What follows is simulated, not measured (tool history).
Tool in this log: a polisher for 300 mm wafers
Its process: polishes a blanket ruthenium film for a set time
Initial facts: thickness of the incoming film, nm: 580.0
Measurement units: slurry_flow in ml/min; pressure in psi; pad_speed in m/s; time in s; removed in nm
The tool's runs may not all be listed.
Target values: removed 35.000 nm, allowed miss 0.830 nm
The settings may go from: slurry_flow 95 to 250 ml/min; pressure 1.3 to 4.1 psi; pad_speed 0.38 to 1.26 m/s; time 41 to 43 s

run 1 day=0.000 | slurry_flow=160 pressure=2.7 pad_speed=0.82 time=41 | removed=44.327
run 2 day=0.317 | slurry_flow=160 pressure=2.7 pad_speed=0.98 time=41 | removed=52.836
run 3 day=0.492 | slurry_flow=140 pressure=2.7 pad_speed=0.98 time=41 | removed=51.012
run 4 day=0.746 | slurry_flow=140 pressure=2.9 pad_speed=0.98 time=41 | removed=54.709
run 5 day=0.846 | slurry_flow=140 pressure=2.9 pad_speed=0.98 time=41 | removed=55.123
run 6 day=1.212 | slurry_flow=140 pressure=2.9 pad_speed=0.98 time=43 | removed=57.984
run 7 day=1.333 | slurry_flow=130 pressure=2.6 pad_speed=0.98 time=43 | removed=50.781
run 8 day=1.433 | slurry_flow=125 pressure=2.4 pad_speed=0.98 time=43 | removed=46.780
run 9 day=1.746 | slurry_flow=120 pressure=2.2 pad_speed=0.98 time=43 | removed=42.532
run 10 day=1.862 | slurry_flow=115 pressure=2.1 pad_speed=0.98 time=43 | removed=40.293
run 11 day=1.908 | slurry_flow=110 pressure=2.0 pad_speed=0.98 time=43 | removed=37.921
-- day=2.158 head pressure recalibrated
run 12 day=2.158 | slurry_flow=105 pressure=2.0 pad_speed=0.98 time=43 | removed=40.114
run 13 day=2.238 | slurry_flow=105 pressure=2.0 pad_speed=0.98 time=43 | removed=40.176

Which one of the following 4 next-run settings gets every result inside its allowed miss? There is exactly one.
run A day=2.317 | slurry_flow=115 pressure=1.9 pad_speed=0.92 time=41 | removed=?
run B day=2.317 | slurry_flow=150 pressure=1.5 pad_speed=1.10 time=43 | removed=?
run C day=2.317 | slurry_flow=140 pressure=2.4 pad_speed=0.90 time=41 | removed=?
run D day=2.317 | slurry_flow=95 pressure=2.1 pad_speed=1.10 time=43 | removed=?

move=A removed=34.789
move=B removed=36.798
move=C removed=44.630
move=D removed=45.235
A: in spec on every target
B: an improvement on the last run, though not all results are within tolerance
C: misses by more than the last run did
D: misses by more than the last run did
Go with A: it meets all targets.
